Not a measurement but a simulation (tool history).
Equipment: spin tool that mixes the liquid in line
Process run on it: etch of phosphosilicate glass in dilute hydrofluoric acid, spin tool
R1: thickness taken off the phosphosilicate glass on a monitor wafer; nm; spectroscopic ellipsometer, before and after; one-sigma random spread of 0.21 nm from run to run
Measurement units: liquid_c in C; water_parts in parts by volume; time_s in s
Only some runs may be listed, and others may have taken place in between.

Run 1, hour 0.0: liquid_c 25.0 C, water_parts 250 parts by volume, time_s 45 s. Result: R1 22.274 nm.
Run 2, hour 6.3: liquid_c 25.0 C, water_parts 285 parts by volume, time_s 45 s. Result: R1 18.930 nm.
Run 3, hour 9.3: liquid_c 26.5 C, water_parts 255 parts by volume, time_s 45 s. Result: R1 23.125 nm.
Run 4, hour 18.0: liquid_c 28.0 C, water_parts 235 parts by volume, time_s 45 s. Result: R1 26.991 nm.
Run 5, hour 24.0: liquid_c 24.5 C, water_parts 235 parts by volume, time_s 45 s. Result: R1 23.680 nm.
Run 6, hour 24.9: liquid_c 23.0 C, water_parts 235 parts by volume, time_s 45 s. Result: R1 22.578 nm.

For run 7, what comes out?
Run 7, hour 26.1: liquid_c 25.0 C, water_parts 215 parts by volume, time_s 45 s. Result: R1 ?.

R1: 26.926 nm

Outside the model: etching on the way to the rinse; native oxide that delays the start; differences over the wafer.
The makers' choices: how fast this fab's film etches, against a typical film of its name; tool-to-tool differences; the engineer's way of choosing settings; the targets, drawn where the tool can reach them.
